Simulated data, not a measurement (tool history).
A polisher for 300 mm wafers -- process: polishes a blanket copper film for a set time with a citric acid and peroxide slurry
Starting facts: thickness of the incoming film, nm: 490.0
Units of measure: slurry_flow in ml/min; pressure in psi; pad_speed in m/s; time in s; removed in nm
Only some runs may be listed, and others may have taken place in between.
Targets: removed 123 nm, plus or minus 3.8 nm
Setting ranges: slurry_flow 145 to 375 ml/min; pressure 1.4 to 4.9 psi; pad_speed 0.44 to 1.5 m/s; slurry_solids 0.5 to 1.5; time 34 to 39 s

{"run": 1, "hour": 0.0, "slurry_flow": 240, "pressure": 3.1, "pad_speed": 0.96, "slurry_solids": 1, "time": 39, "removed": 75.58}
{"run": 2, "hour": 7.7, "slurry_flow": 240, "pressure": 3.3, "pad_speed": 0.96, "slurry_solids": 1, "time": 39, "removed": 77.839}
{"run": 3, "hour": 11.9, "slurry_flow": 240, "pressure": 3.5, "pad_speed": 0.96, "slurry_solids": 1, "time": 39, "removed": 82.308}
{"run": 4, "hour": 13.3, "slurry_flow": 240, "pressure": 3.5, "pad_speed": 0.96, "slurry_solids": 1, "time": 39, "removed": 82.68}
{"run": 5, "hour": 22.1, "slurry_flow": 240, "pressure": 3.7, "pad_speed": 0.96, "slurry_solids": 1, "time": 39, "removed": 86.338}
{"hour": 23.6, "done": "slurry blender recalibrated"}
{"run": 6, "hour": 23.6, "slurry_flow": 205, "pressure": 3.7, "pad_speed": 0.96, "slurry_solids": 1, "time": 39, "removed": 88.319}
{"run": 7, "hour": 26.7, "slurry_flow": 205, "pressure": 3.8, "pad_speed": 0.96, "slurry_solids": 1, "time": 39, "removed": 89.518}
{"run": 8, "hour": 28.9, "slurry_flow": 205, "pressure": 3.9, "pad_speed": 0.96, "slurry_solids": 1, "time": 39, "removed": 92.192}
{"run": 9, "hour": 31.9, "slurry_flow": 205, "pressure": 4, "pad_speed": 0.96, "slurry_solids": 1, "time": 39, "removed": 94.934}
{"run": 10, "hour": 38.6, "slurry_flow": 220, "pressure": 4.9, "pad_speed": 0.96, "slurry_solids": 1, "time": 39, "removed": 114.18}

Exercise: of the 4 proposed moves below, exactly one satisfies all targets within the stated allowed misses. Which move is it?
{"run": "A", "hour": 45.3, "slurry_flow": 235, "pressure": 4.9, "pad_speed": 1.16, "slurry_solids": 0.9, "time": 39, "removed": "?"}
{"run": "B", "hour": 45.3, "slurry_flow": 235, "pressure": 4.9, "pad_speed": 1.12, "slurry_solids": 0.95, "time": 39, "removed": "?"}
{"run": "C", "hour": 45.3, "slurry_flow": 165, "pressure": 4.9, "pad_speed": 1.06, "slurry_solids": 0.95, "time": 38, "removed": "?"}
{"run": "D", "hour": 45.3, "slurry_flow": 195, "pressure": 4.7, "pad_speed": 1.1, "slurry_solids": 1.1, "time": 39, "removed": "?"}

move=A removed=130.52
move=B removed=127.93
move=C removed=112.86
move=D removed=121.07
A: pushes the last run's worst result past its target
B: pushes the last run's worst result past its target
C: misses by more than the last run did
D: hits every target within its allowed miss
Go with D: it meets all targets.
